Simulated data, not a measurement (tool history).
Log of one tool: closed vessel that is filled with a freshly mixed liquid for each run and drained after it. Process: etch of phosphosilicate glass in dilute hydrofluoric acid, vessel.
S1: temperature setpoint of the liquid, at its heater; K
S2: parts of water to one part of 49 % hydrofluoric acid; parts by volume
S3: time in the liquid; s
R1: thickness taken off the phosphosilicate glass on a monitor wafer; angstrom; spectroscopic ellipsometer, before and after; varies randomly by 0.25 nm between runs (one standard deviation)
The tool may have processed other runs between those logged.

run	day	S1	S2	S3	R1
1	0	296.15	215	95	200.46
2	0.025	298.15	215	95	215.76
3	0.379	298.15	215	100	225.12
4	0.521	298.15	215	95	215.99
5	0.792	298.15	275	95	157.41
6	1.054	299.65	275	95	165.45
7	1.217	300.15	265	95	176.01
8	1.583	300.65	255	95	187.15
9	1.838	301.15	245	95	201.27

Forecast run 10:
10	1.912	301.65	240	95	?

Run 10 measured R1 212.33 angstrom.
